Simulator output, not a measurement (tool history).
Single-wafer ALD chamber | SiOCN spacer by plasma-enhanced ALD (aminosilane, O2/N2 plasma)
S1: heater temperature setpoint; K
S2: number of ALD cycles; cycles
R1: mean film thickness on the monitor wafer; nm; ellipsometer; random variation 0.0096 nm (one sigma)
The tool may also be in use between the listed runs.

| run | hour | S1 | S2 | R1 |
|---|---|---|---|---|
| 1 | 0.0 | 658.15 | 32 | 2.1397 |
| 2 | 4.0 | 647.15 | 32 | 2.1492 |
| 3 | 7.3 | 647.15 | 35 | 2.3542 |
| 4 | 8.3 | 647.15 | 37 | 2.5055 |
| 5 | 16.4 | 647.15 | 41 | 2.7659 |
| 6 | 20.2 | 652.15 | 41 | 2.7538 |
| 7 | 24.4 | 652.15 | 41 | 2.7625 |

Run 8 comes next. What will it give?
| 8 | 26.5 | 652.15 | 39 | ? |

{"run 8": {"R1": 2.6293}}

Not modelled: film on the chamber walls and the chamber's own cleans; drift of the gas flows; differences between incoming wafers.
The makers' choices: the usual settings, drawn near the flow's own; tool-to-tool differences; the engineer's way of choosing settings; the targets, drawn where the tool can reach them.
